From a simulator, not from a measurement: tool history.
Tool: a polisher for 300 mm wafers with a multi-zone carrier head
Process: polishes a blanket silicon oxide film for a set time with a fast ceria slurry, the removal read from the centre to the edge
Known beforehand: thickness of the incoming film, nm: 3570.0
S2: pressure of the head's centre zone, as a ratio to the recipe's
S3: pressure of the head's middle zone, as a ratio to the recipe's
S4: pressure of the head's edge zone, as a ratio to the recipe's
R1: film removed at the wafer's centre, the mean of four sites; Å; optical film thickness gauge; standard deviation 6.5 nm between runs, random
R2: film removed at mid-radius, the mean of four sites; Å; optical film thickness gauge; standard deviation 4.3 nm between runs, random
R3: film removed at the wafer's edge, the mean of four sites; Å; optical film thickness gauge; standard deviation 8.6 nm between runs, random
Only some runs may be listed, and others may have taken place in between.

{"run": 1, "hour": 0.0, "flow of slurry (ml/min)": 160, "S2": 1, "S3": 1, "S4": 1, "polishing time (s)": 63, "R1": 7408.1, "R2": 7345.4, "R3": 7517.7}
{"run": 2, "hour": 0.8, "flow of slurry (ml/min)": 160, "S2": 1, "S3": 1, "S4": 0.92, "polishing time (s)": 63, "R1": 7472.1, "R2": 7316.1, "R3": 7286}
{"run": 3, "hour": 1.9, "flow of slurry (ml/min)": 155, "S2": 0.96, "S3": 0.98, "S4": 0.91, "polishing time (s)": 60, "R1": 6570.7, "R2": 6792.9, "R3": 6919.4}
{"run": 4, "hour": 4.9, "flow of slurry (ml/min)": 155, "S2": 1.02, "S3": 0.98, "S4": 0.91, "polishing time (s)": 60, "R1": 7237.3, "R2": 6952.3, "R3": 6855.1}
{"run": 5, "hour": 12.2, "flow of slurry (ml/min)": 155, "S2": 1.02, "S3": 0.98, "S4": 0.95, "polishing time (s)": 60, "R1": 7202.9, "R2": 6820.6, "R3": 7056.5}
{"run": 6, "hour": 15.3, "flow of slurry (ml/min)": 130, "S2": 1.02, "S3": 0.98, "S4": 0.95, "polishing time (s)": 60, "R1": 6896.4, "R2": 6528.3, "R3": 6827.5}
{"run": 7, "hour": 23.2, "flow of slurry (ml/min)": 125, "S2": 0.99, "S3": 0.98, "S4": 0.93, "polishing time (s)": 58, "R1": 6339.2, "R2": 6382.3, "R3": 6542.7}
{"run": 8, "hour": 31.3, "flow of slurry (ml/min)": 125, "S2": 0.99, "S3": 0.98, "S4": 0.93, "polishing time (s)": 58, "R1": 6497.4, "R2": 6407.8, "R3": 6593.2}
{"run": 9, "hour": 39.8, "flow of slurry (ml/min)": 125, "S2": 0.99, "S3": 0.98, "S4": 0.93, "polishing time (s)": 58, "R1": 6361.6, "R2": 6357.8, "R3": 6399.3}
{"run": 10, "hour": 44.2, "flow of slurry (ml/min)": 120, "S2": 0.97, "S3": 0.97, "S4": 0.92, "polishing time (s)": 57, "R1": 6085.1, "R2": 6117.7, "R3": 6141.4}

Run 11 is up next; what results do you expect?
{"run": 11, "hour": 49.2, "flow of slurry (ml/min)": 115, "S2": 0.95, "S3": 0.96, "S4": 0.94, "polishing time (s)": 57, "R1": "?", "R2": "?", "R3": "?"}

R1: 5917.4 Å
R2: 5976.3 Å
R3: 6328.9 Å
